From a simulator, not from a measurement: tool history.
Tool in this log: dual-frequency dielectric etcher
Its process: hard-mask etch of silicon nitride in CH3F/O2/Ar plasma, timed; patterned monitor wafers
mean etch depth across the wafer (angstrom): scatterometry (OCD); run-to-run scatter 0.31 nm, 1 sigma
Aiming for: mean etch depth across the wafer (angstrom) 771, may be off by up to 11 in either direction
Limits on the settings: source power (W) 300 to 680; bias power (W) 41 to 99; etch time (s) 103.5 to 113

run	hour	source power (W)	bias power (W)	etch time (s)	mean etch depth across the wafer (angstrom)
1	0	490	70	113	900.63
2	8.2	460	70	113	867.39
3	10.8	460	70	113	866.57
4	17.2	460	77	113	906.24
5	20.4	460	77	103.5	825.27
6	25.8	550	77	103.5	906.9
7	27.9	450	75	103.5	810.64
8	29.1	440	75	103.5	802.78
9	37	430	75	103.5	795.9
10	43	420	75	103.5	788.98

Exercise: of the 4 proposed moves below, exactly one satisfies all targets within the stated allowed misses. Which move is it?
A	49	420	74	105	?
B	49	400	71	107	?
C	49	460	70	103.5	?
D	49	390	75	108	?

move	mean etch depth across the wafer (angstrom)
A	791.72
B	771.94
C	795.55
D	789.28
A: its largest miss is bigger than the last run's
B: all results land within tolerance of their targets
C: its largest miss is bigger than the last run's
D: about the same distance from the targets as the last run
Correct choice: B, which meets every target
